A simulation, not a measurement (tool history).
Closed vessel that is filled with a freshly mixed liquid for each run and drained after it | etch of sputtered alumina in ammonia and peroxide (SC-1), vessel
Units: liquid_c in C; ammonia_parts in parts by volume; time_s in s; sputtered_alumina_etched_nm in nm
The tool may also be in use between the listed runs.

run,day,liquid_c,ammonia_parts,time_s,sputtered_alumina_etched_nm
1,0.000,57.0,0.50,360,35.449
2,0.162,55.0,0.50,360,31.977
3,0.221,55.0,0.55,360,32.192
4,0.275,55.0,0.40,360,31.257
5,0.479,49.0,0.40,360,22.505
6,0.742,49.0,0.40,360,22.653
7,0.854,48.5,0.40,360,21.968

Run 8 comes next. What will it give?
8,0.896,48.0,0.40,360,?

{"run 8": {"sputtered_alumina_etched_nm": 21.287}}

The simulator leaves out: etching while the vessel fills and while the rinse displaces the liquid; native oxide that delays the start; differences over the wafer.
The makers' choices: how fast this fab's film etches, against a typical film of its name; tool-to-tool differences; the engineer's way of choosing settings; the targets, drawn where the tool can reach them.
